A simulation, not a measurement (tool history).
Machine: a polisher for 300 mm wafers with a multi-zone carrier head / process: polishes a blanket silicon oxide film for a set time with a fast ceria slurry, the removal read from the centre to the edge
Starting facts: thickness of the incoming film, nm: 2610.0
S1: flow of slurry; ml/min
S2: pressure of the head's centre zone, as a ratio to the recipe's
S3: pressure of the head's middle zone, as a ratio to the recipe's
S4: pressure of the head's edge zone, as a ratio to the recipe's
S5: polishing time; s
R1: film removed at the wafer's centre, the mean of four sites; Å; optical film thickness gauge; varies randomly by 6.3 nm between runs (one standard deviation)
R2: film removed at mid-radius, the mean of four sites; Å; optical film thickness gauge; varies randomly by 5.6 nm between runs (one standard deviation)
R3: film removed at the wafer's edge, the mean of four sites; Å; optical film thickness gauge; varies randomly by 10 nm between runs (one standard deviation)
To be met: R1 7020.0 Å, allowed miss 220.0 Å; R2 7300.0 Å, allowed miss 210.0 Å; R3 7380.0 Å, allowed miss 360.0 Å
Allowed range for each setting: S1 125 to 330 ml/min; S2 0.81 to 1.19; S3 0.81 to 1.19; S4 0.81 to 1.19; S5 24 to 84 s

run  hour   S1    S2    S3    S4  S5      R1      R2      R3
  1   0.0  210  1.00  1.00  1.00  54  4768.5  4767.8  4783.0
  2   3.6  215  1.01  1.02  1.03  58  5146.7  5248.6  5233.8
  3   4.1  220  1.02  1.03  1.06  61  5453.2  5550.0  5761.3
  4   9.0  230  1.04  1.06  1.08  63  5891.6  5875.0  5922.3
  5  14.6  230  1.04  1.06  1.08  71  6588.1  6655.1  6613.5
  6  17.4  240  1.04  1.07  1.10  71  6715.9  6787.7  6732.9
  7  26.4  245  1.04  1.08  1.12  71  6591.0  6821.8  6937.3
  8  27.0  250  1.05  1.09  1.13  71  6775.9  6954.6  6992.6
  9  29.9  255  1.05  1.09  1.14  71  6829.3  6913.1  7082.5
 10  34.2  260  1.05  1.10  1.14  71  6805.8  7011.6  6903.4
 11  35.5  260  1.05  1.10  1.15  71  6776.9  6919.0  6867.9
 12  40.9  260  1.05  1.10  1.15  72  6987.0  7000.4  7181.6
 13  43.2  280  1.03  1.13  1.18  72  6797.8  7192.0  7327.9

4 candidate next runs follow, results not yet known. Just one meets every target within its allowed miss. Identify it.
  A  45.5  320  1.03  1.16  1.17  75   ?   ?   ?
  B  45.5  255  1.10  1.13  1.12  66   ?   ?   ?
  C  45.5  270  0.91  1.05  1.07  77   ?   ?   ?
  D  45.5  305  1.01  1.06  1.11  75   ?   ?   ?

move      R1      R2      R3
   A  7185.7  7916.5  7575.2
   B  6585.1  6663.4  6407.4
   C  6387.3  7382.9  7347.0
   D  7006.0  7330.6  7357.0
A: brings the result that was furthest off to its target, and leaves another outside
B: the biggest miss grows against the last run
C: the biggest miss grows against the last run
D: every result lands within tolerance
Move D is the one to make.
